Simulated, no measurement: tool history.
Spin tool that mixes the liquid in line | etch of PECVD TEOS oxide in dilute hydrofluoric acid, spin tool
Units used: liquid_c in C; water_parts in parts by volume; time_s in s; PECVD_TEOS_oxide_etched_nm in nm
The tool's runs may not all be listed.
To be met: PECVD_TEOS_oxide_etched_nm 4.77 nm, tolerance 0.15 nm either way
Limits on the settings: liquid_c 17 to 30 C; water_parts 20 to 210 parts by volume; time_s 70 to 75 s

{"run": 1, "hour": 0.0, "liquid_c": 22, "water_parts": 115, "time_s": 70, "PECVD_TEOS_oxide_etched_nm": 7.1985}
{"run": 2, "hour": 6.5, "liquid_c": 23.5, "water_parts": 115, "time_s": 70, "PECVD_TEOS_oxide_etched_nm": 7.6134}
{"run": 3, "hour": 14.4, "liquid_c": 22, "water_parts": 120, "time_s": 70, "PECVD_TEOS_oxide_etched_nm": 6.7784}
{"run": 4, "hour": 19.8, "liquid_c": 21, "water_parts": 125, "time_s": 70, "PECVD_TEOS_oxide_etched_nm": 6.4395}
{"run": 5, "hour": 21.8, "liquid_c": 19.5, "water_parts": 125, "time_s": 70, "PECVD_TEOS_oxide_etched_nm": 5.9655}
{"run": 6, "hour": 24.1, "liquid_c": 22, "water_parts": 125, "time_s": 70, "PECVD_TEOS_oxide_etched_nm": 6.637}
{"run": 7, "hour": 30.7, "liquid_c": 21, "water_parts": 130, "time_s": 70, "PECVD_TEOS_oxide_etched_nm": 6.1061}
{"run": 8, "hour": 33.2, "liquid_c": 17, "water_parts": 145, "time_s": 70, "PECVD_TEOS_oxide_etched_nm": 4.5804}

Pick the move, out of 5, that brings all results within their allowed miss; only one does.
{"run": "A", "hour": 35.7, "liquid_c": 18, "water_parts": 155, "time_s": 70, "PECVD_TEOS_oxide_etched_nm": "?"}
{"run": "B", "hour": 35.7, "liquid_c": 18, "water_parts": 145, "time_s": 70, "PECVD_TEOS_oxide_etched_nm": "?"}
{"run": "C", "hour": 35.7, "liquid_c": 17, "water_parts": 140, "time_s": 75, "PECVD_TEOS_oxide_etched_nm": "?"}
{"run": "D", "hour": 35.7, "liquid_c": 17, "water_parts": 130, "time_s": 70, "PECVD_TEOS_oxide_etched_nm": "?"}
{"run": "E", "hour": 35.7, "liquid_c": 17, "water_parts": 135, "time_s": 75, "PECVD_TEOS_oxide_etched_nm": "?"}

move=A PECVD_TEOS_oxide_etched_nm=4.3832
move=B PECVD_TEOS_oxide_etched_nm=4.7323
move=C PECVD_TEOS_oxide_etched_nm=5.0656
move=D PECVD_TEOS_oxide_etched_nm=5.1422
move=E PECVD_TEOS_oxide_etched_nm=5.2792
A: further off than the last run
B: all results in spec
C: pushes the last run's worst result past its target
D: pushes the last run's worst result past its target
E: pushes the last run's worst result past its target
Go with B: it meets all targets.
